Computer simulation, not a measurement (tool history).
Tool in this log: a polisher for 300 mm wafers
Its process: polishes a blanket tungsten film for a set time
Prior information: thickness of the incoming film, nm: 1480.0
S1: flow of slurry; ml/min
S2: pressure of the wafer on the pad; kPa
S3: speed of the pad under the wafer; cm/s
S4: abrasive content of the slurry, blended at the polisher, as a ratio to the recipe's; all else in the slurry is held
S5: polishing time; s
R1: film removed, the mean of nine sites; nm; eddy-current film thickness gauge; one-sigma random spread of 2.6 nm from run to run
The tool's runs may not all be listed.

run,hour,S1,S2,S3,S4,S5,R1
1,0.0,270,31.0,88,1.0,19,97.453
2,4.9,270,36.5,90,1.0,19,120.400
3,11.1,270,36.5,108,1.0,19,142.540
4,12.3,330,36.5,108,1.0,19,146.330
5,19.2,330,36.5,108,1.1,19,147.900
6,23.5,330,38.6,108,1.1,19,156.420
7,26.8,330,40.0,108,1.1,19,164.450

Run 8 comes next. What will it give?
8,31.4,330,40.7,108,1.1,19,?

Run 8 measured R1 159.910 nm.
